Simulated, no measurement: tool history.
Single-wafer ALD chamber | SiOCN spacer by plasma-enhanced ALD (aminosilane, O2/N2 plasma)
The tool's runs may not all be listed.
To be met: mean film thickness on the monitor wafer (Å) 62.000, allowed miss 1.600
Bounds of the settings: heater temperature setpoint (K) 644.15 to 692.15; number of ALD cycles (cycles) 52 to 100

run,day,heater temperature setpoint (K),number of ALD cycles (cycles),mean film thickness on the monitor wafer (Å)
1,0.000,668.15,76,49.186
2,0.267,660.15,76,49.137
3,0.396,651.15,76,48.688
4,0.754,651.15,79,50.745
5,0.779,651.15,87,56.148
6,0.892,644.15,87,55.915
7,1.192,644.15,87,56.431
8,1.488,644.15,88,56.976
9,1.729,644.15,88,56.330
10,1.967,644.15,88,56.962

4 next moves are on the table. One of them brings every result within its allowed miss. Which?
A,2.204,645.15,79,?
B,2.204,644.15,82,?
C,2.204,644.15,96,?
D,2.204,649.15,85,?

move,mean film thickness on the monitor wafer (Å)
A,50.738
B,52.665
C,61.656
D,54.591
A: further off than the last run
B: further off than the last run
C: meets every target
D: further off than the last run
Answer: C
